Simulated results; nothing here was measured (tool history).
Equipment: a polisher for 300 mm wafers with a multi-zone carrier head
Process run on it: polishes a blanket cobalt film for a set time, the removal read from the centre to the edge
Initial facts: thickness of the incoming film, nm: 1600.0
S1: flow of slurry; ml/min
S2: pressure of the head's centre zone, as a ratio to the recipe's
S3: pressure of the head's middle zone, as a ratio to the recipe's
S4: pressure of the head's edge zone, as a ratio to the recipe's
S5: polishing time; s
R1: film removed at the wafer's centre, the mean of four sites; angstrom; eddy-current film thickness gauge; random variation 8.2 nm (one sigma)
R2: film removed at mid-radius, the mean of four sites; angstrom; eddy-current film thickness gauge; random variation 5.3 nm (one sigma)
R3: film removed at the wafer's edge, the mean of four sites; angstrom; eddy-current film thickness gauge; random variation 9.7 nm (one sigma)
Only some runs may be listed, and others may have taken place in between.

| run | day | S1 | S2 | S3 | S4 | S5 | R1 | R2 | R3 |
|---|---|---|---|---|---|---|---|---|---|
| 1 | 0.000 | 190 | 1.00 | 1.00 | 1.00 | 88 | 4541.9 | 4732.6 | 4996.7 |
| 2 | 0.317 | 195 | 1.00 | 1.02 | 1.04 | 92 | 4895.4 | 5104.0 | 5390.4 |
| 3 | 0.596 | 200 | 0.98 | 1.03 | 1.07 | 94 | 4911.8 | 5198.7 | 5658.6 |
| 4 | 0.950 | 205 | 0.98 | 1.06 | 1.10 | 96 | 4863.9 | 5576.0 | 5992.8 |
| 5 | 1.204 | 215 | 1.00 | 1.07 | 1.11 | 97 | 5169.6 | 5760.7 | 6112.9 |
| 6 | 1.367 | 175 | 1.00 | 1.07 | 1.11 | 97 | 4836.4 | 5481.2 | 5850.0 |

What will run 7 give?
| 7 | 1.462 | 190 | 1.00 | 1.08 | 1.12 | 97 | ? | ? | ? |

{"run 7": {"R1": 5032.3, "R2": 5694.5, "R3": 5998.1}}
